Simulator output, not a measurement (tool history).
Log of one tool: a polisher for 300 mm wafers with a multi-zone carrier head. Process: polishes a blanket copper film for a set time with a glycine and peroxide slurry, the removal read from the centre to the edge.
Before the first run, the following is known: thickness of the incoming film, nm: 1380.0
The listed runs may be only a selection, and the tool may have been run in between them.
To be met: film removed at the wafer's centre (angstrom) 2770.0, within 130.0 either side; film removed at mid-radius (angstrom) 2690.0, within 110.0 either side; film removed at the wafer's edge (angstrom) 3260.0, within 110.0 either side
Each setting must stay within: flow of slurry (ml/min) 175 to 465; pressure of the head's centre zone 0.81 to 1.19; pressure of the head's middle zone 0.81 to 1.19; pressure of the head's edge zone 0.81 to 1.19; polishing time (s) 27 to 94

run	hour	flow of slurry (ml/min)	pressure of the head's centre zone	pressure of the head's middle zone	pressure of the head's edge zone	polishing time (s)	film removed at the wafer's centre (angstrom)	film removed at mid-radius (angstrom)	film removed at the wafer's edge (angstrom)
1	0.0	295	1.00	1.00	1.00	60	5430.6	5413.0	5406.6
2	0.6	285	0.97	0.95	1.01	51	4417.3	4467.4	4673.3
3	6.7	275	0.96	0.91	1.02	45	3907.2	3778.6	4242.9
4	11.5	275	1.02	0.91	1.02	45	4180.5	3645.5	4103.9
5	19.5	265	0.99	0.89	1.01	41	3691.0	3438.6	3742.9
6	22.5	265	1.03	0.89	1.01	41	3747.8	3360.1	3789.6
7	29.6	210	0.93	0.81	1.11	27	2299.1	2014.1	2572.2
8	34.0	260	0.93	0.83	1.13	28	2448.4	2110.4	2694.3
9	39.4	300	0.86	0.93	1.19	38	3201.5	3249.0	3748.7
10	46.6	280	0.86	0.91	1.17	37	2956.8	3076.6	3660.4
11	48.2	270	0.87	0.90	1.16	36	3009.1	2987.8	3488.9
12	56.9	265	0.87	0.89	1.16	36	2966.8	2884.2	3598.9
13	58.7	270	0.87	0.89	1.15	35	2937.2	2918.0	3426.1
14	63.5	260	0.87	0.88	1.15	35	2796.7	2803.0	3376.5

Consider the 4 candidate settings below. Which is the only one whose results all fall within their allowed miss of target?
A	68.3	310	0.87	0.87	1.15	33	?	?	?
B	68.3	210	0.85	0.83	1.14	36	?	?	?
C	68.3	310	0.96	1.03	1.09	33	?	?	?
D	68.3	315	0.85	0.85	1.16	37	?	?	?

move	film removed at the wafer's centre (angstrom)	film removed at mid-radius (angstrom)	film removed at the wafer's edge (angstrom)
A	2678.5	2682.0	3292.8
B	2770.4	2723.4	3490.5
C	2876.9	3088.2	3202.0
D	2958.1	2953.9	3712.1
A: every result lands within tolerance
B: moves away from the targets compared with the last run
C: meets the target for the result that was furthest off, but another lies outside its allowed miss
D: moves away from the targets compared with the last run
Move A is the one to make.

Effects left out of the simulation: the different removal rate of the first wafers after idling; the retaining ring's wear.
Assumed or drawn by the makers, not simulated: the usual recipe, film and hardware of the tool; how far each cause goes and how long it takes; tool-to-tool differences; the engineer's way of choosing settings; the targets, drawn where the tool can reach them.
